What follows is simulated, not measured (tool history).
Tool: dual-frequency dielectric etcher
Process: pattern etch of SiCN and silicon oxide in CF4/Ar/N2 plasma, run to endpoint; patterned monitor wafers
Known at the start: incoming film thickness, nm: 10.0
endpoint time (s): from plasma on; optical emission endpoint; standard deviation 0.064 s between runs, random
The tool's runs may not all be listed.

Run 1, day 0: source power (kW) 0.57, bias power (kW) 0.069, Ar flow (sccm) 110, CF4 flow (sccm) 80. Result: endpoint time (s) 9.9946.
Run 2, day 0.267: source power (kW) 0.57, bias power (kW) 0.069, Ar flow (sccm) 91, CF4 flow (sccm) 80. Result: endpoint time (s) 9.3761.
Run 3, day 0.462: source power (kW) 0.57, bias power (kW) 0.069, Ar flow (sccm) 98, CF4 flow (sccm) 80. Result: endpoint time (s) 9.6648.
Run 4, day 0.521: source power (kW) 0.57, bias power (kW) 0.069, Ar flow (sccm) 98, CF4 flow (sccm) 75. Result: endpoint time (s) 9.8454.
Run 5, day 0.575: source power (kW) 0.59, bias power (kW) 0.069, Ar flow (sccm) 98, CF4 flow (sccm) 75. Result: endpoint time (s) 9.6225.
Run 6, day 0.804: source power (kW) 0.59, bias power (kW) 0.069, Ar flow (sccm) 107, CF4 flow (sccm) 75. Result: endpoint time (s) 9.7539.
Run 7, day 1.033: source power (kW) 0.61, bias power (kW) 0.069, Ar flow (sccm) 107, CF4 flow (sccm) 75. Result: endpoint time (s) 9.4187.
Run 8, day 1.196: source power (kW) 0.62, bias power (kW) 0.069, Ar flow (sccm) 107, CF4 flow (sccm) 75. Result: endpoint time (s) 9.3959.
Run 9, day 1.317: source power (kW) 0.62, bias power (kW) 0.069, Ar flow (sccm) 107, CF4 flow (sccm) 75. Result: endpoint time (s) 9.2787.

Estimate the outcome of run 10 from the log above:
Run 10, day 1.438: source power (kW) 0.63, bias power (kW) 0.069, Ar flow (sccm) 107, CF4 flow (sccm) 75. Result: endpoint time (s) ?.

For run 10 the tool returned endpoint time (s) 9.2798.

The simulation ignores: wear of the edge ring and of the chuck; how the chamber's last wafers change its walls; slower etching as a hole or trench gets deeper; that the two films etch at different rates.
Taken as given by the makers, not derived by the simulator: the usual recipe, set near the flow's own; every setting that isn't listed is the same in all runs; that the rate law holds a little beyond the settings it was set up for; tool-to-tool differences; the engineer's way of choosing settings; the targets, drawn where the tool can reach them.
